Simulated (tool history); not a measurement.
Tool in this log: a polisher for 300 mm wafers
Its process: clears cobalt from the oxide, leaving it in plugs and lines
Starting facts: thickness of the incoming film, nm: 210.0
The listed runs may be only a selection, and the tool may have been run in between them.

run	hour	flow of slurry (ml/min)	pressure of the wafer on the pad (psi)	speed of the pad under the wafer (m/s)	overpolish time after the end point (s)	time until the end point was called (s)	dishing of a wide line in a test structure (nm)
1	0.0	150	1.6	0.86	10	63.411	15.232
2	6.5	150	1.6	0.96	10	60.206	15.640
3	7.5	150	1.6	0.94	9	59.674	14.872
4	13.4	145	1.6	0.94	8	61.052	14.419
5	14.6	145	1.6	0.94	7	59.808	13.380
6	18.7	145	1.6	0.94	11	60.513	15.669
7	20.1	140	1.6	0.94	10	60.692	15.344
8	28.2	140	1.6	0.94	9	59.603	14.591
9	29.1	135	1.6	0.94	8	60.401	14.311

Predict the results of run 10:
10	33.1	135	1.6	0.94	7	?	?

Run 10 yielded time until the end point was called (s) 61.568, dishing of a wide line in a test structure (nm) 13.511.

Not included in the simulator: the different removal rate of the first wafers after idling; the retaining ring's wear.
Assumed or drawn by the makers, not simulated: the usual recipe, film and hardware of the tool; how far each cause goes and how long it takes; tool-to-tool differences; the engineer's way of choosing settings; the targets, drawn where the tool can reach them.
